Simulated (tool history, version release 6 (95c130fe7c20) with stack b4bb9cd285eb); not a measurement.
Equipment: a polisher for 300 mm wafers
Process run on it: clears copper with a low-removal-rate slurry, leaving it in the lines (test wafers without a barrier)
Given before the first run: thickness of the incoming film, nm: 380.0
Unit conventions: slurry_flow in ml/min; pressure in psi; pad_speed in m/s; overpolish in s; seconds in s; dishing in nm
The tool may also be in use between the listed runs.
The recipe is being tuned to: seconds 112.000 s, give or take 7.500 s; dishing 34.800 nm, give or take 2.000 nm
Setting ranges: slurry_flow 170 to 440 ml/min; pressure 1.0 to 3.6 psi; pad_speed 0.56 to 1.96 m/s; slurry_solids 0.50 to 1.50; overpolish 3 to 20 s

run    day  slurry_flow  pressure  pad_speed  slurry_solids  overpolish  seconds  dishing
  1  0.000          280       2.3       1.26           1.00          10  149.930   15.985
  2  0.162          310       2.3       1.26           1.00          10  149.580   16.059
  3  0.383          310       1.8       1.26           1.00          10  194.600   13.235
  4  0.683          310       2.0       1.28           1.00          11  173.730   15.919
  5  0.979          310       2.1       1.30           1.00          12  160.770   17.938
  6  1.146          310       2.2       1.32           1.00          13  148.160   20.740
  7  1.508          310       2.3       1.32           1.00          14  140.740   23.704
  8  1.633          310       2.3       1.32           1.00          14  142.920   22.577
  9  1.917          310       2.4       1.34           1.00          15  142.630   26.360
 10  2.025          310       2.5       1.34           1.00          15  131.200   26.861
 11  2.112          310       2.6       1.34           1.00          15  128.340   28.439
 12  2.246          310       2.7       1.34           1.00          15  119.900   29.129
 13  2.558          310       2.8       1.36           1.00          16  116.510   31.921

Which of these 5 next moves meets every target?
  A  2.871          310       2.7       1.54           0.85          17        ?        ?
  B  2.871          210       3.2       1.40           1.15          17        ?        ?
  C  2.871          315       2.8       1.40           1.10          19        ?        ?
  D  2.871          365       2.8       1.70           1.05          14        ?        ?
  E  2.871          300       3.0       1.50           1.10          14        ?        ?

move  seconds  dishing
   A  110.460   35.199
   B   97.566   39.521
   C  107.400   39.764
   D   89.053   35.921
   E   94.324   34.269
A: all results in spec
B: carries the result that was furthest off beyond its target, to the other side
C: carries the result that was furthest off beyond its target, to the other side
D: the worst result of the last run now meets its target, but another is out of spec
E: the worst result of the last run now meets its target, but another is out of spec
Go with A: it meets all targets.

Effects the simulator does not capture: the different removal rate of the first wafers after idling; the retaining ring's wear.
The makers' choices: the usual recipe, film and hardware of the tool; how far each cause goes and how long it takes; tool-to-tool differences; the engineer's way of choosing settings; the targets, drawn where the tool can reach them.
